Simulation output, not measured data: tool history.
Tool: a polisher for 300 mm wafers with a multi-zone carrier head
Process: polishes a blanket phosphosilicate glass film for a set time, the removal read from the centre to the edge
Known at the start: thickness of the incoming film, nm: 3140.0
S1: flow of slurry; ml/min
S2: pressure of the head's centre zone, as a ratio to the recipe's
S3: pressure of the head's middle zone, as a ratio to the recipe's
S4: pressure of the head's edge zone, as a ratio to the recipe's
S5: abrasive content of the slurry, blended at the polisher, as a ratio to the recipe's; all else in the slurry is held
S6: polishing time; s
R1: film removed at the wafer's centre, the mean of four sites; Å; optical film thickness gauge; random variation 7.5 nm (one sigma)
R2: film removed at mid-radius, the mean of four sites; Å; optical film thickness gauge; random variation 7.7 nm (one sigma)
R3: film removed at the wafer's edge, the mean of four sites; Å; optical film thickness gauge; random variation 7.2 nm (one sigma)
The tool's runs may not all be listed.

run,hour,S1,S2,S3,S4,S5,S6,R1,R2,R3
1,0.0,145,1.00,1.00,1.00,1.00,50,4416.9,4363.4,4522.8
2,8.5,150,1.00,1.03,1.04,1.15,52,4915.2,5000.7,5103.3
3,15.2,155,1.00,1.04,1.07,1.25,54,5388.3,5386.6,5680.9
4,21.0,165,1.00,1.07,1.09,1.30,55,5519.2,5846.3,5931.6
5,23.9,170,1.01,1.08,1.10,1.35,56,5721.1,5975.5,6139.1
6,32.5,170,1.01,1.08,1.10,1.35,48,5044.1,5124.2,5311.0

Forecast run 7:
7,38.0,170,1.02,1.09,1.11,1.40,51,?,?,?

{"run 7": {"R1": 5332.4, "R2": 5656.4, "R3": 5752.4}}

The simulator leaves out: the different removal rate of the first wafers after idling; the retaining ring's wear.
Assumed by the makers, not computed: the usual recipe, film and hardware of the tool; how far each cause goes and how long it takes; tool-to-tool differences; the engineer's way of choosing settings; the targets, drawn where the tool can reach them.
